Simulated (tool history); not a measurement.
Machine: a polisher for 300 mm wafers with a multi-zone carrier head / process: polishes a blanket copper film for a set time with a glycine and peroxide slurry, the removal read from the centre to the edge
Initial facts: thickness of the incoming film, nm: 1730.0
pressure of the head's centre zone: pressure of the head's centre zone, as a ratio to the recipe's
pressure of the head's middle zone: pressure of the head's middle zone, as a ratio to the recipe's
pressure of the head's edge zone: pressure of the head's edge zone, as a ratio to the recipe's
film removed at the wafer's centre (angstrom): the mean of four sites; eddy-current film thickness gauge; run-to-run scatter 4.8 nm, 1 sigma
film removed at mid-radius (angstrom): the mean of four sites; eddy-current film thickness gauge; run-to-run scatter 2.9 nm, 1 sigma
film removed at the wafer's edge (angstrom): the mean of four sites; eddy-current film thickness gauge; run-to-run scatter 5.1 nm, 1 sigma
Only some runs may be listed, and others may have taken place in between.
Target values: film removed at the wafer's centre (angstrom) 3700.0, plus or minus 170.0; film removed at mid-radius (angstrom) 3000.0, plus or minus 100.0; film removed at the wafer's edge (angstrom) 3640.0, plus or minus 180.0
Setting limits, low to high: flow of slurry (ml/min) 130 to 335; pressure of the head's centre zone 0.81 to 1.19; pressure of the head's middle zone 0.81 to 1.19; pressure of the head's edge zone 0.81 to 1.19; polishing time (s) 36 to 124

run	hour	flow of slurry (ml/min)	pressure of the head's centre zone	pressure of the head's middle zone	pressure of the head's edge zone	polishing time (s)	film removed at the wafer's centre (angstrom)	film removed at mid-radius (angstrom)	film removed at the wafer's edge (angstrom)
1	0.0	215	1.00	1.00	1.00	79	2942.6	2947.4	2960.9
2	1.5	220	1.02	0.98	1.02	80	3069.5	2877.3	3026.0
3	2.5	220	1.02	0.98	1.02	93	3568.1	3346.6	3446.1
4	8.6	255	1.02	0.98	1.02	93	3617.2	3416.4	3553.3
5	15.2	255	1.02	0.96	1.03	93	3612.8	3344.1	3607.2
6	22.0	255	1.05	0.96	1.03	93	3747.5	3311.5	3565.3
7	25.1	255	1.05	0.95	1.04	93	3617.4	3268.3	3555.2
8	30.7	255	1.06	0.94	1.04	93	3817.5	3269.6	3486.1
9	34.1	255	1.05	0.92	1.05	93	3650.9	3198.1	3659.8
10	42.4	255	1.06	0.91	1.05	93	3663.9	3185.4	3597.4
11	47.7	255	1.07	0.90	1.05	93	3720.7	3126.9	3577.8
12	55.0	255	1.07	0.89	1.05	93	3768.2	3165.3	3581.0

Exercise: of the 4 proposed moves below, exactly one satisfies all targets within the stated allowed misses. Which move is it?
A	62.3	255	1.09	0.94	0.96	91	?	?	?
B	62.3	235	1.03	0.94	0.94	96	?	?	?
C	62.3	245	1.06	0.89	1.05	96	?	?	?
D	62.3	280	1.10	0.88	1.12	90	?	?	?

move	film removed at the wafer's centre (angstrom)	film removed at mid-radius (angstrom)	film removed at the wafer's edge (angstrom)
A	3720.2	3163.2	3351.7
B	3673.0	3310.6	3483.5
C	3797.5	3176.0	3665.1
D	3748.8	2987.3	3571.3
A: as far off as the last run
B: its largest miss is bigger than the last run's
C: its largest miss is bigger than the last run's
D: all results land within tolerance of their targets
Go with D: it meets all targets.
